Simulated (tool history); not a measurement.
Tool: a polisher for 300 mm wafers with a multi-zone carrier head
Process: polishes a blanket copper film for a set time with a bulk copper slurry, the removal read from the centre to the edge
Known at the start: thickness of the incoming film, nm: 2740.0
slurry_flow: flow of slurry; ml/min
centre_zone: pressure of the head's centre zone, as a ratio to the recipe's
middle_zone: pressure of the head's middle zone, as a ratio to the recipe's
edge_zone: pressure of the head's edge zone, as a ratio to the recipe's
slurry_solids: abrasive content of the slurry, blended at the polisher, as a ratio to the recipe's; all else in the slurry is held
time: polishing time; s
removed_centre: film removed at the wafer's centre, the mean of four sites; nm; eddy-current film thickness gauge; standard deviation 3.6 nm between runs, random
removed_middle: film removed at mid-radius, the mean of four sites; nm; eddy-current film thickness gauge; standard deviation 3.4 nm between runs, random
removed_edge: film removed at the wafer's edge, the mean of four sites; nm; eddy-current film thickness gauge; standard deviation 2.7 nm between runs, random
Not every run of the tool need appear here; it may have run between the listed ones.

run 1 hour=0 | slurry_flow=275 centre_zone=1 middle_zone=1 edge_zone=1 slurry_solids=1 time=39 | removed_centre=483.65 removed_middle=476.61 removed_edge=481.84
run 2 hour=2.2 | slurry_flow=275 centre_zone=1 middle_zone=1 edge_zone=0.97 slurry_solids=1 time=39 | removed_centre=482.95 removed_middle=478.39 removed_edge=471.18
run 3 hour=4.7 | slurry_flow=275 centre_zone=1 middle_zone=1 edge_zone=0.95 slurry_solids=0.95 time=37 | removed_centre=454.8 removed_middle=446.97 removed_edge=442.03
run 4 hour=6.5 | slurry_flow=275 centre_zone=1 middle_zone=1 edge_zone=0.95 slurry_solids=0.8 time=37 | removed_centre=441.2 removed_middle=429.47 removed_edge=421.12
run 5 hour=13.8 | slurry_flow=275 centre_zone=1 middle_zone=1.01 edge_zone=0.93 slurry_solids=0.75 time=36 | removed_centre=424.58 removed_middle=416.55 removed_edge=406.21
run 6 hour=17.2 | slurry_flow=275 centre_zone=1.01 middle_zone=1.02 edge_zone=0.91 slurry_solids=0.7 time=35 | removed_centre=408.14 removed_middle=404.14 removed_edge=387.12
run 7 hour=23.2 | slurry_flow=275 centre_zone=1.02 middle_zone=1.03 edge_zone=0.9 slurry_solids=0.65 time=34 | removed_centre=399.82 removed_middle=393.78 removed_edge=370.12
run 8 hour=31.2 | slurry_flow=275 centre_zone=1.02 middle_zone=1.04 edge_zone=0.89 slurry_solids=0.65 time=33 | removed_centre=392.38 removed_middle=390.29 removed_edge=357.61

Forecast run 9:
run 9 hour=35 | slurry_flow=275 centre_zone=1.02 middle_zone=1.04 edge_zone=0.88 slurry_solids=0.65 time=32 | removed_centre=? removed_middle=? removed_edge=?

Run 9 yielded removed_centre 382.72 nm, removed_middle 379.96 nm, removed_edge 340.38 nm.

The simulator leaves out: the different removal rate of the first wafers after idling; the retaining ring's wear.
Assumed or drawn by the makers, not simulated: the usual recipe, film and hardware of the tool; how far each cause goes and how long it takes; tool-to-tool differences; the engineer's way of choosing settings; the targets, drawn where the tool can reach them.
